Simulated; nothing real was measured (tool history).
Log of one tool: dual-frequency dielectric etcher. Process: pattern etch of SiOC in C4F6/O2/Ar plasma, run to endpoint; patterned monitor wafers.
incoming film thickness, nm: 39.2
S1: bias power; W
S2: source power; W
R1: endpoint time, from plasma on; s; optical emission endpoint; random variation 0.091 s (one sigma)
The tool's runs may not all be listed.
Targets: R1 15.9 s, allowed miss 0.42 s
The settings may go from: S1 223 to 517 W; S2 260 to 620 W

run	hour	S1	S2	R1
1	0	370	440	14.174
2	8.2	370	520	13.65
3	14.4	344	510	14.038
4	19.8	344	540	13.804
5	28.7	344	480	14.181
6	35.9	323	460	14.497
7	42.3	305	440	15.222
8	44.4	298	440	15.138

Which of these 4 next moves meets every target?
A	46.5	234	480	?
B	46.5	240	380	?
C	46.5	291	500	?
D	46.5	320	450	?

move	R1
A	16.153
B	16.903
C	14.93
D	14.834
A: meets every target
B: takes the result that was furthest off past its target
C: further off than the last run
D: further off than the last run
Move A is the one to make.

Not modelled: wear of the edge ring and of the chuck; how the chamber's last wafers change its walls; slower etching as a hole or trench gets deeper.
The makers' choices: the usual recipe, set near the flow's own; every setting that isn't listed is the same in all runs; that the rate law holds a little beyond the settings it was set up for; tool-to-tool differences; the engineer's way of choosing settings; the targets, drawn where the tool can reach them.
